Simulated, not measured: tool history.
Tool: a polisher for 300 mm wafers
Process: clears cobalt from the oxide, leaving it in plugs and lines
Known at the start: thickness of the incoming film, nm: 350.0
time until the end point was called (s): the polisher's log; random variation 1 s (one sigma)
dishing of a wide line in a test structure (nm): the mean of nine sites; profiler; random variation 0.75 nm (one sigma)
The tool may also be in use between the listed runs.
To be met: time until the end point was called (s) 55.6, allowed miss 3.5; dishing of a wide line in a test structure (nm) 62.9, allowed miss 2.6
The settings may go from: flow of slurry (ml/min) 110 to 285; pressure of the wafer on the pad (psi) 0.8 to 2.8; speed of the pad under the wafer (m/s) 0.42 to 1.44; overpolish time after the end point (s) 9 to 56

run  hour  flow of slurry (ml/min)  pressure of the wafer on the pad (psi)  speed of the pad under the wafer (m/s)  overpolish time after the end point (s)  time until the end point was called (s)  dishing of a wide line in a test structure (nm)
  1     0                      180                                     1.8                                    0.92                                       29                                    81.14                                           54.151
  2   0.6                      225                                     1.8                                    0.92                                       29                                   74.654                                           56.671
  3   1.3                      225                                     1.5                                    0.92                                       29                                    87.32                                           53.133
  4   6.7                      225                                     1.6                                    0.92                                       29                                   84.403                                           55.003
  5     9                      225                                     1.7                                    0.92                                       29                                   75.778                                           54.863
  6  14.4                      230                                     1.7                                    0.92                                       30                                   77.811                                           55.768
  7  16.5                      230                                     1.8                                    0.92                                       30                                    76.06                                           56.965
  8  24.5                      230                                     1.9                                    0.92                                       30                                    70.41                                           57.477
  9  31.9                      240                                     2.1                                    0.94                                       31                                   66.502                                           58.953
 10  35.3                      240                                     2.3                                    0.98                                       32                                   60.244                                           59.699

Which of these 5 next moves meets every target?
  A  38.7                      260                                     2.4                                    1.04                                       20                                        ?                                                ?
  B  38.7                      285                                     2.2                                     1.1                                       35                                        ?                                                ?
  C  38.7                      210                                     2.3                                    0.88                                       26                                        ?                                                ?
  D  38.7                      285                                     2.1                                    0.74                                       35                                        ?                                                ?
  E  38.7                      210                                     2.5                                    0.84                                       41                                        ?                                                ?

move  time until the end point was called (s)  dishing of a wide line in a test structure (nm)
   A                                   57.023                                           55.775
   B                                   57.748                                           62.898
   C                                   68.931                                           57.144
   D                                   79.022                                           59.781
   E                                   66.666                                           63.086
A: brings the result that was furthest off to its target, and leaves another outside
B: meets every target
C: further off than the last run
D: further off than the last run
E: further off than the last run
The right move is B.
